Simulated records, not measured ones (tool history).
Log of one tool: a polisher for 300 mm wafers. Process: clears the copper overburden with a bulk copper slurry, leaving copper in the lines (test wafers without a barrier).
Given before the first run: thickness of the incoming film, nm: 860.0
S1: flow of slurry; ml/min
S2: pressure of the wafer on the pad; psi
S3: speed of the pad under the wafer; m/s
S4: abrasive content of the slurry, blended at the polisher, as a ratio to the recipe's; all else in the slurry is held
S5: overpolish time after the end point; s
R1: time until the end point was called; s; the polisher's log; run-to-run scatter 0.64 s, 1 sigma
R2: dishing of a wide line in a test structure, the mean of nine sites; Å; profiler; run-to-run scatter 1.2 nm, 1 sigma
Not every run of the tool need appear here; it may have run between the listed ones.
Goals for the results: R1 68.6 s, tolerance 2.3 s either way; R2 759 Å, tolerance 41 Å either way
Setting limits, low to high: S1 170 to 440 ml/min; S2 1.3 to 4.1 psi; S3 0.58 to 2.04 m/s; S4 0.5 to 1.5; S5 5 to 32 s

{"run": 1, "hour": 0.0, "S1": 280, "S2": 2.7, "S3": 1.3, "S4": 1, "S5": 16, "R1": 90.106, "R2": 580.53}
{"run": 2, "hour": 7.6, "S1": 280, "S2": 2.9, "S3": 1.3, "S4": 1, "S5": 17, "R1": 86.089, "R2": 619.86}
{"run": 3, "hour": 9.5, "S1": 280, "S2": 3.1, "S3": 1.3, "S4": 1, "S5": 18, "R1": 81.75, "R2": 659.15}
{"run": 4, "hour": 14.0, "S1": 280, "S2": 3.3, "S3": 1.3, "S4": 1, "S5": 18, "R1": 76.345, "R2": 681.88}
{"run": 5, "hour": 22.9, "S1": 280, "S2": 3.3, "S3": 1.3, "S4": 1.2, "S5": 18, "R1": 74.624, "R2": 659.96}
{"run": 6, "hour": 26.1, "S1": 280, "S2": 3.4, "S3": 1.3, "S4": 1.2, "S5": 19, "R1": 70.212, "R2": 696.41}
{"run": 7, "hour": 33.1, "S1": 280, "S2": 3.4, "S3": 1.3, "S4": 1.2, "S5": 20, "R1": 71.056, "R2": 707.55}
{"run": 8, "hour": 39.8, "S1": 280, "S2": 3.4, "S3": 1.3, "S4": 1.2, "S5": 21, "R1": 71.974, "R2": 732.07}

Of the 4 settings listed for the next run, only one would bring every result within its allowed miss of target. Which one?
{"run": "A", "hour": 46.5, "S1": 170, "S2": 3.5, "S3": 1.3, "S4": 1.05, "S5": 25, "R1": "?", "R2": "?"}
{"run": "B", "hour": 46.5, "S1": 300, "S2": 3, "S3": 1.38, "S4": 0.9, "S5": 22, "R1": "?", "R2": "?"}
{"run": "C", "hour": 46.5, "S1": 335, "S2": 4.1, "S3": 1.06, "S4": 1.35, "S5": 21, "R1": "?", "R2": "?"}
{"run": "D", "hour": 46.5, "S1": 415, "S2": 3.4, "S3": 1.14, "S4": 1.5, "S5": 15, "R1": "?", "R2": "?"}

move=A R1=75.304 R2=762.19
move=B R1=81.074 R2=714.37
move=C R1=68.27 R2=762.08
move=D R1=73.924 R2=656.25
A: misses by more than the last run did
B: misses by more than the last run did
C: each result inside its tolerance
D: misses by more than the last run did
Go with C: it meets all targets.
